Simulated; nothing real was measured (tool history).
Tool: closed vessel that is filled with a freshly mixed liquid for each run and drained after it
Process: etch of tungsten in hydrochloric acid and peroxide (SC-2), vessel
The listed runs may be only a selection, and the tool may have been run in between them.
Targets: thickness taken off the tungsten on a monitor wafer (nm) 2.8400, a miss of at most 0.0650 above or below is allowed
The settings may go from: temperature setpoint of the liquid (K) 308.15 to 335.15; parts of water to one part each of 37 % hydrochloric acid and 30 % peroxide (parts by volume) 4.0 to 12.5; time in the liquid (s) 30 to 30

run	day	temperature setpoint of the liquid (K)	parts of water to one part each of 37 % hydrochloric acid and 30 % peroxide (parts by volume)	time in the liquid (s)	thickness taken off the tungsten on a monitor wafer (nm)
1	0.000	319.15	7.0	30	3.7496
2	0.321	318.15	7.0	30	3.4961
3	0.579	318.15	5.5	30	4.1896
4	0.796	316.65	5.5	30	3.8089
5	1.100	316.65	5.5	30	3.7842
6	1.475	316.65	5.5	30	3.7879
7	1.642	315.65	5.5	30	3.5216
8	1.942	314.65	5.5	30	3.3009
9	2.125	314.15	5.5	30	3.1830
10	2.321	313.65	5.5	30	3.0696
11	2.683	313.15	5.5	30	2.9405

Next run, 5 choices. One meets every target within its allowed miss, the rest don't. Which?
A	3.046	317.65	8.0	30	?
B	3.046	311.65	5.0	30	?
C	3.046	311.15	5.0	30	?
D	3.046	314.15	6.0	30	?
E	3.046	313.65	6.5	30	?

move	thickness taken off the tungsten on a monitor wafer (nm)
A	3.0483
B	2.8555
C	2.7548
D	2.9848
E	2.7117
A: further off than the last run
B: each result inside its tolerance
C: pushes the last run's worst result past its target
D: further off than the last run
E: pushes the last run's worst result past its target
The right move is B.
